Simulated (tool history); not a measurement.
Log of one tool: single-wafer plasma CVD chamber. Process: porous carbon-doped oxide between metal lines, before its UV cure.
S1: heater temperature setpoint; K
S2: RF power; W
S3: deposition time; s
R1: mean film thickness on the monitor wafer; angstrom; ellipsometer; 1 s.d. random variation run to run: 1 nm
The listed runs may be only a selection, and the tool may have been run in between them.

run	hour	S1	S2	S3	R1
1	0.0	583.15	540	48.9	2319.1
2	3.4	583.15	595	48.9	2428.1
3	9.0	579.15	600	48.9	2488.9
4	12.3	574.15	600	48.9	2539.2
5	13.8	572.15	605	48.9	2554.7
6	20.7	570.15	615	48.9	2618.0
7	22.1	568.15	615	48.9	2645.6
8	22.8	568.15	615	48.9	2644.2

Estimate the outcome of run 9 from the log above:
9	29.5	568.15	615	48.9	?

R1: 2633.3 angstrom
